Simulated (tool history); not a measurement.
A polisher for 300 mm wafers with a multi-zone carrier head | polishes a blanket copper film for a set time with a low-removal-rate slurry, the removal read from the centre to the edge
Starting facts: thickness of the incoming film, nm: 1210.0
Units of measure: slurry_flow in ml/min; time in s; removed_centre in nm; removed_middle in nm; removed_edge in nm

run,hour,slurry_flow,centre_zone,middle_zone,edge_zone,slurry_solids,time,removed_centre,removed_middle,removed_edge
1,0.0,120,1.00,1.00,1.00,1.00,66,151.18,157.44,151.97
2,8.4,120,1.00,1.04,1.00,1.00,66,152.07,160.47,152.22
3,9.7,130,1.02,1.06,1.02,1.10,66,161.72,174.67,162.62
4,15.2,130,1.02,1.10,1.02,1.10,66,163.00,181.29,161.06
5,16.4,140,1.02,1.10,1.02,1.10,66,167.92,179.72,160.67
6,17.1,145,1.05,1.10,1.04,1.15,66,173.92,184.09,168.24

Run 7 has not been measured yet. What should we expect?
7,22.5,145,1.05,1.10,1.04,1.15,66,?,?,?

For run 7 the tool returned removed_centre 173.92 nm, removed_middle 185.32 nm, removed_edge 168.14 nm.
